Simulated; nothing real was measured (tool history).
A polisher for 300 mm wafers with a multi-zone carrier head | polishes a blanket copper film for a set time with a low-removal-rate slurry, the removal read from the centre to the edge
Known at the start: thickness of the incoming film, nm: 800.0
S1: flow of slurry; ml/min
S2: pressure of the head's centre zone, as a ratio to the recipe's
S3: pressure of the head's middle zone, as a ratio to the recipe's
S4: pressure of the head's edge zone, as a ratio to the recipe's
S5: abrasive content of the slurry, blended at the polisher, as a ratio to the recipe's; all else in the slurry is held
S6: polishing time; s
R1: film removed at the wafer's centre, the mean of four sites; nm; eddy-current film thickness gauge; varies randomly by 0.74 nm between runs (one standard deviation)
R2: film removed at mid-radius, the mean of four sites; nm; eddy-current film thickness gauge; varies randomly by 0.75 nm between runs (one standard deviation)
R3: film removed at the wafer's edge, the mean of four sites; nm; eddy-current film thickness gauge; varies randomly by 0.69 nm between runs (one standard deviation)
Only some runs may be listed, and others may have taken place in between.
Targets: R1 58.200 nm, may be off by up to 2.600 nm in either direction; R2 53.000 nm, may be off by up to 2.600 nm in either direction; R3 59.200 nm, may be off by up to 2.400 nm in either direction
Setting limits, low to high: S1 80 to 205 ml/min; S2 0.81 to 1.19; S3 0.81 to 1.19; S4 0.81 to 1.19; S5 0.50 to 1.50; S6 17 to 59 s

run 1 hour=0.0 | S1=135 S2=1.00 S3=1.00 S4=1.00 S5=1.00 S6=38 | R1=113.280 R2=113.830 R3=107.860
run 2 hour=1.6 | S1=135 S2=1.00 S3=1.00 S4=1.00 S5=0.90 S6=38 | R1=108.650 R2=110.690 R3=107.140
run 3 hour=7.3 | S1=135 S2=1.00 S3=1.00 S4=1.00 S5=1.00 S6=38 | R1=113.930 R2=114.110 R3=109.880
run 4 hour=12.1 | S1=120 S2=1.00 S3=1.00 S4=1.00 S5=1.00 S6=38 | R1=114.770 R2=109.880 R3=108.430
run 5 hour=17.7 | S1=115 S2=0.99 S3=0.97 S4=0.98 S5=0.85 S6=33 | R1=90.931 R2=88.843 R3=88.850
run 6 hour=25.7 | S1=115 S2=0.99 S3=0.97 S4=0.90 S5=0.85 S6=33 | R1=90.789 R2=86.310 R3=83.933
run 7 hour=30.9 | S1=110 S2=0.97 S3=0.93 S4=0.89 S5=0.75 S6=31 | R1=77.797 R2=74.718 R3=74.064
run 8 hour=39.5 | S1=85 S2=0.96 S3=0.83 S4=0.94 S5=0.50 S6=26 | R1=50.354 R2=45.783 R3=52.032

Which one of the following 5 next-run settings gets every result inside its allowed miss? There is exactly one.
run A hour=48.1 | S1=85 S2=0.94 S3=0.81 S4=0.88 S5=0.55 S6=29 | R1=? R2=? R3=?
run B hour=48.1 | S1=80 S2=0.95 S3=0.82 S4=1.03 S5=0.55 S6=30 | R1=? R2=? R3=?
run C hour=48.1 | S1=95 S2=0.83 S3=0.81 S4=1.03 S5=0.50 S6=22 | R1=? R2=? R3=?
run D hour=48.1 | S1=105 S2=1.09 S3=1.00 S4=0.81 S5=0.55 S6=24 | R1=? R2=? R3=?
run E hour=48.1 | S1=80 S2=0.89 S3=0.88 S4=0.92 S5=0.55 S6=32 | R1=? R2=? R3=?

move=A R1=57.956 R2=52.525 R3=59.008
move=B R1=59.283 R2=53.807 R3=64.938
move=C R1=38.417 R2=39.254 R3=46.969
move=D R1=59.610 R2=54.150 R3=48.827
move=E R1=59.255 R2=60.583 R3=65.587
A: meets every target
B: puts the biggest miss on target and leaves a different result outside tolerance
C: its largest miss is bigger than the last run's
D: puts the biggest miss on target and leaves a different result outside tolerance
E: puts the biggest miss on target and leaves a different result outside tolerance
Correct choice: A, which meets every target
